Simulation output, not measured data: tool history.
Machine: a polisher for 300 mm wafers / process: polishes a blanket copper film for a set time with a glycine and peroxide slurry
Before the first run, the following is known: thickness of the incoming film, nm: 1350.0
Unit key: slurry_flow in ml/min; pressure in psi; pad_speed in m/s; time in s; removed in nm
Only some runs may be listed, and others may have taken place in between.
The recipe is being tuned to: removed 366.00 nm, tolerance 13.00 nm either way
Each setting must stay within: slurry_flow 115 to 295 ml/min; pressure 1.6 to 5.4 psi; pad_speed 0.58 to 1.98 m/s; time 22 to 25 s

run,hour,slurry_flow,pressure,pad_speed,time,removed
1,0.0,190,3.5,1.28,25,224.40
2,1.0,190,3.9,1.28,25,245.03
3,7.9,195,4.2,1.30,25,272.68
4,8.6,195,4.2,1.30,25,265.67
5,15.3,195,4.5,1.32,25,285.70
6,21.3,200,4.7,1.34,25,303.44
7,25.7,200,4.9,1.36,25,314.83
8,29.8,200,5.0,1.38,25,326.84
9,33.0,200,5.1,1.40,25,340.39

Exercise: of the 5 proposed moves below, exactly one satisfies all targets within the stated allowed misses. Which move is it?
A,36.2,220,4.7,1.38,25,?
B,36.2,225,5.1,1.52,25,?
C,36.2,190,5.0,1.40,24,?
D,36.2,190,5.3,1.28,24,?
E,36.2,205,5.2,1.26,24,?

move,removed
A,317.02
B,367.80
C,318.81
D,315.44
E,309.98
A: further off than the last run
B: every result lands within tolerance
C: further off than the last run
D: further off than the last run
E: further off than the last run
B is the move that brings every result within its allowed miss.
